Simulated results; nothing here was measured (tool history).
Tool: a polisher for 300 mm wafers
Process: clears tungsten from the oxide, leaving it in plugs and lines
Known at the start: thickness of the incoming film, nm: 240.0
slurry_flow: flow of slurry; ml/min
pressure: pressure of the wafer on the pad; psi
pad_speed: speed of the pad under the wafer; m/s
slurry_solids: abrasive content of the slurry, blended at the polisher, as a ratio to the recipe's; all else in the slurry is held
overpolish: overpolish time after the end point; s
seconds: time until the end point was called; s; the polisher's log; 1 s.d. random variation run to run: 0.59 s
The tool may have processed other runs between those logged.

run  hour  slurry_flow  pressure  pad_speed  slurry_solids  overpolish  seconds
  1     0          125       3.6       1.18              1          12   50.853
  2   4.5          125       2.8       1.18              1          12    62.33
  3   7.7          125       2.5       1.18              1          12   69.304
  4    16          125       2.9       1.18              1          12   61.077
  5  24.1          125       2.9       1.18           1.15          12   58.496
  6  26.2          125       2.9       1.34           1.15          12   52.335
  7  33.4          120       2.7       1.34           1.15          12   55.482
  8  35.3          115       2.5       1.34           1.15          12   60.008

What will run 9 give?
  9  43.4           85         2       1.34           1.15          12        ?

For run 9 the tool returned seconds 79.174 s.
